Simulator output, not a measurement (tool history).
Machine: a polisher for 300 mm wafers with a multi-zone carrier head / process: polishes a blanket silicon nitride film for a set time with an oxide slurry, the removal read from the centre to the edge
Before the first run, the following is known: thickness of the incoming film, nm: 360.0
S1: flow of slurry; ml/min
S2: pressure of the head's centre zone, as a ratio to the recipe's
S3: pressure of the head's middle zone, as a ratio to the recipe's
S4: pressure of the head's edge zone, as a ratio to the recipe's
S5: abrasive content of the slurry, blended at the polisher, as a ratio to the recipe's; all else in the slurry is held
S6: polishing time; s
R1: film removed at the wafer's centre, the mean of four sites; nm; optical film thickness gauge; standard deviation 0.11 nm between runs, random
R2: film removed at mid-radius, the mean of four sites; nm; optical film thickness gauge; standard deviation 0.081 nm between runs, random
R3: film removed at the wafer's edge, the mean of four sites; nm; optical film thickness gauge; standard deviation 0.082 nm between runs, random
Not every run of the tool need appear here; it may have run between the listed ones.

run 1 hour=0 | S1=165 S2=1 S3=1 S4=1 S5=1 S6=36 | R1=23.253 R2=23.644 R3=24.193
run 2 hour=7.2 | S1=165 S2=1 S3=1 S4=1 S5=0.9 S6=36 | R1=22.995 R2=22.847 R3=23.169
run 3 hour=12 | S1=160 S2=0.98 S3=1 S4=0.97 S5=0.8 S6=33 | R1=19.681 R2=20.126 R3=20.206
run 4 hour=14.2 | S1=160 S2=0.98 S3=1 S4=0.97 S5=0.9 S6=33 | R1=20.267 R2=21.01 R3=20.861
run 5 hour=21.9 | S1=160 S2=0.98 S3=1 S4=0.97 S5=0.9 S6=29 | R1=17.805 R2=18.489 R3=18.524
run 6 hour=29.1 | S1=160 S2=0.98 S3=1 S4=0.94 S5=0.8 S6=28 | R1=16.398 R2=16.966 R3=16.658
run 7 hour=34.7 | S1=150 S2=0.97 S3=0.99 S4=0.84 S5=0.55 S6=25 | R1=12.929 R2=13.132 R3=12.559
run 8 hour=36.4 | S1=150 S2=0.97 S3=1 S4=0.83 S5=0.55 S6=25 | R1=12.694 R2=13.308 R3=12.602

Run 9, settings as shown, results not yet in. Your forecast:
run 9 hour=41 | S1=150 S2=0.98 S3=1.01 S4=0.83 S5=0.55 S6=25 | R1=? R2=? R3=?

{"run 9": {"R1": 13.128, "R2": 13.507, "R3": 12.552}}
